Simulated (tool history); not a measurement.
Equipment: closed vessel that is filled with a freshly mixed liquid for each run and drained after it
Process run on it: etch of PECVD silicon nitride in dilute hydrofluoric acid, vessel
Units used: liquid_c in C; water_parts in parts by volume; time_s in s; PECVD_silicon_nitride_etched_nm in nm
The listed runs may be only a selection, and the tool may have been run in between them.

| run | hour | liquid_c | water_parts | time_s | PECVD_silicon_nitride_etched_nm |
|---|---|---|---|---|---|
| 1 | 0.0 | 25.0 | 95 | 1020 | 27.890 |
| 2 | 5.8 | 25.0 | 120 | 1020 | 22.281 |
| 3 | 10.1 | 27.5 | 120 | 1020 | 25.953 |
| 4 | 17.1 | 27.5 | 90 | 1020 | 34.551 |
| 5 | 19.2 | 27.5 | 70 | 1020 | 44.215 |
| 6 | 20.5 | 30.0 | 70 | 1020 | 51.620 |
| 7 | 22.9 | 25.5 | 80 | 1020 | 33.930 |
| 8 | 25.9 | 22.5 | 85 | 1020 | 26.144 |
| 9 | 32.5 | 22.5 | 85 | 1020 | 26.210 |

Run 10, settings as shown, results not yet in. Your forecast:
| 10 | 35.0 | 18.5 | 100 | 1020 | ? |

{"run 10": {"PECVD_silicon_nitride_etched_nm": 17.148}}
